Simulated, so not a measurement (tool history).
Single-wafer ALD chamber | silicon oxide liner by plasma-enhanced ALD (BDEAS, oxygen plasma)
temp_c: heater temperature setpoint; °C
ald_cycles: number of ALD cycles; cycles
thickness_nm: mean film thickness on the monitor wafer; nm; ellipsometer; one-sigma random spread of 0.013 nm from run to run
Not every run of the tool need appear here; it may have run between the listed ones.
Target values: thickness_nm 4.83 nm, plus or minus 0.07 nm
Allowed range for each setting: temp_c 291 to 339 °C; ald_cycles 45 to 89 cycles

Run 1, hour 0: temp_c 315 °C, ald_cycles 67 cycles. Result: thickness_nm 6.0716 nm.
Run 2, hour 5.7: temp_c 315 °C, ald_cycles 59 cycles. Result: thickness_nm 5.3779 nm.
Run 3, hour 9: temp_c 323 °C, ald_cycles 59 cycles. Result: thickness_nm 5.2773 nm.
Run 4, hour 14.5: temp_c 327 °C, ald_cycles 59 cycles. Result: thickness_nm 5.2638 nm.
Run 5, hour 18.8: temp_c 327 °C, ald_cycles 64 cycles. Result: thickness_nm 5.7133 nm.
Run 6, hour 22.2: temp_c 327 °C, ald_cycles 61 cycles. Result: thickness_nm 5.4524 nm.
Run 7, hour 27: temp_c 327 °C, ald_cycles 59 cycles. Result: thickness_nm 5.2511 nm.
Run 8, hour 33.2: temp_c 328 °C, ald_cycles 58 cycles. Result: thickness_nm 5.1492 nm.
Run 9, hour 41.8: temp_c 329 °C, ald_cycles 57 cycles. Result: thickness_nm 5.0502 nm.

Of the 5 settings listed for the next run, only one would bring every result within its allowed miss of target. Which one?
Run A, hour 50.4: temp_c 334 °C, ald_cycles 53 cycles. Result: thickness_nm ?.
Run B, hour 50.4: temp_c 323 °C, ald_cycles 61 cycles. Result: thickness_nm ?.
Run C, hour 50.4: temp_c 332 °C, ald_cycles 59 cycles. Result: thickness_nm ?.
Run D, hour 50.4: temp_c 324 °C, ald_cycles 54 cycles. Result: thickness_nm ?.
Run E, hour 50.4: temp_c 326 °C, ald_cycles 52 cycles. Result: thickness_nm ?.

move  thickness_nm
   A        4.6764
   B        5.4817
   C        5.2233
   D        4.8446
   E        4.6498
A: the result that was furthest off in the last run now lies on the other side of its target
B: misses by more than the last run did
C: misses by more than the last run did
D: every result within its allowed miss
E: the result that was furthest off in the last run now lies on the other side of its target
Move D is the one to make.
